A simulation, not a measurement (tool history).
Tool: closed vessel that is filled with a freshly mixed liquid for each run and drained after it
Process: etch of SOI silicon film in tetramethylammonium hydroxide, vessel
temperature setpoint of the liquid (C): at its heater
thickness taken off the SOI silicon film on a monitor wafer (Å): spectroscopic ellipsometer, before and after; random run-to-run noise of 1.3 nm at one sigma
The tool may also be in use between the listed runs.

run	hour	temperature setpoint of the liquid (C)	concentration of hydroxide in the mixed liquid (% by weight)	time in the liquid (s)	thickness taken off the SOI silicon film on a monitor wafer (Å)
1	0	66	10	90	4840.7
2	8.6	69	10	90	5790.9
3	10	69	10	100	6445.8
4	15.8	66	10	100	5385.5
# hour 20.3: hydroxide flow meter replaced
5	20.3	64	10	100	4814
6	21.7	62.5	10	100	4406.9
7	24.4	61.5	10	100	4153

What does the tool deliver on the next run?
8	29.7	58	10	100	?

thickness taken off the SOI silicon film on a monitor wafer (Å): 3360.3

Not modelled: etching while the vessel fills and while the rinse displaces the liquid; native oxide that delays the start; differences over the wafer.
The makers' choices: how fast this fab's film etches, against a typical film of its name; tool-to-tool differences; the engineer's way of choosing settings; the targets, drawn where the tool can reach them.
